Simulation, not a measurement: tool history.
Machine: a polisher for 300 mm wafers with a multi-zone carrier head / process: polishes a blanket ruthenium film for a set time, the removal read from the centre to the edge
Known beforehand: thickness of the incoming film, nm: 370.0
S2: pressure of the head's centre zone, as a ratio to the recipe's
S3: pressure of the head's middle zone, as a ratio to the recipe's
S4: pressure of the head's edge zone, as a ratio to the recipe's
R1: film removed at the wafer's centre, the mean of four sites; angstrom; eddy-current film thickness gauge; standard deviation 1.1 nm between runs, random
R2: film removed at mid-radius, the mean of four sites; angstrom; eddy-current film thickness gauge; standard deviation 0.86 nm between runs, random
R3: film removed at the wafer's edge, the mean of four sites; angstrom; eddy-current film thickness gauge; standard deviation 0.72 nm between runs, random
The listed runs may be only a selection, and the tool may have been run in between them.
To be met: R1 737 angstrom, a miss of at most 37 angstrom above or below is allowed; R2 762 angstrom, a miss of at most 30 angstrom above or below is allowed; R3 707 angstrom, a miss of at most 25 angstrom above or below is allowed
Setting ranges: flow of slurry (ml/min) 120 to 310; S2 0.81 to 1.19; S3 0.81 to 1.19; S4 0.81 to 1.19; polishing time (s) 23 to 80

run 1 hour=0 | flow_of_slurry_(ml/min)=200 S2=1 S3=1 S4=1 polishing_time_(s)=51 | R1=594.2 R2=607.11 R3=573.52
run 2 hour=4.4 | flow_of_slurry_(ml/min)=205 S2=1.01 S3=1.01 S4=1.02 polishing_time_(s)=52 | R1=616.34 R2=623.6 R3=586.28
run 3 hour=10.6 | flow_of_slurry_(ml/min)=205 S2=1.01 S3=0.95 S4=1.02 polishing_time_(s)=52 | R1=585.18 R2=603.54 R3=596.38
run 4 hour=16.4 | flow_of_slurry_(ml/min)=210 S2=1.01 S3=0.97 S4=1.03 polishing_time_(s)=53 | R1=627.82 R2=624.62 R3=606.64
run 5 hour=24.9 | flow_of_slurry_(ml/min)=210 S2=1.01 S3=0.97 S4=1.03 polishing_time_(s)=65 | R1=769.09 R2=762.79 R3=744.09
run 6 hour=33.2 | flow_of_slurry_(ml/min)=210 S2=1.01 S3=0.98 S4=1.02 polishing_time_(s)=65 | R1=757.98 R2=762.27 R3=734.97
run 7 hour=38.4 | flow_of_slurry_(ml/min)=210 S2=1.01 S3=0.98 S4=1.01 polishing_time_(s)=65 | R1=774.44 R2=774.61 R3=748.22
run 8 hour=41 | flow_of_slurry_(ml/min)=210 S2=1.01 S3=0.98 S4=1.01 polishing_time_(s)=65 | R1=746.63 R2=766.74 R3=749.17
run 9 hour=48.8 | flow_of_slurry_(ml/min)=210 S2=1.01 S3=0.99 S4=1.01 polishing_time_(s)=65 | R1=760.82 R2=790.19 R3=739.91

Next run, 4 choices. One meets every target within its allowed miss, the rest don't. Which?
run A hour=56.6 | flow_of_slurry_(ml/min)=205 S2=1.19 S3=0.87 S4=1.13 polishing_time_(s)=63 | R1=? R2=? R3=?
run B hour=56.6 | flow_of_slurry_(ml/min)=170 S2=0.83 S3=0.81 S4=1.08 polishing_time_(s)=68 | R1=? R2=? R3=?
run C hour=56.6 | flow_of_slurry_(ml/min)=250 S2=0.97 S3=0.9 S4=1.02 polishing_time_(s)=66 | R1=? R2=? R3=?
run D hour=56.6 | flow_of_slurry_(ml/min)=230 S2=0.96 S3=0.94 S4=0.86 polishing_time_(s)=66 | R1=? R2=? R3=?

move=A R1=840.06 R2=690.58 R3=766.54
move=B R1=650.19 R2=700.12 R3=793.63
move=C R1=760.04 R2=755.71 R3=777.94
move=D R1=745.58 R2=766.57 R3=714.38
A: further off than the last run
B: further off than the last run
C: further off than the last run
D: hits every target within its allowed miss
D meets every target.
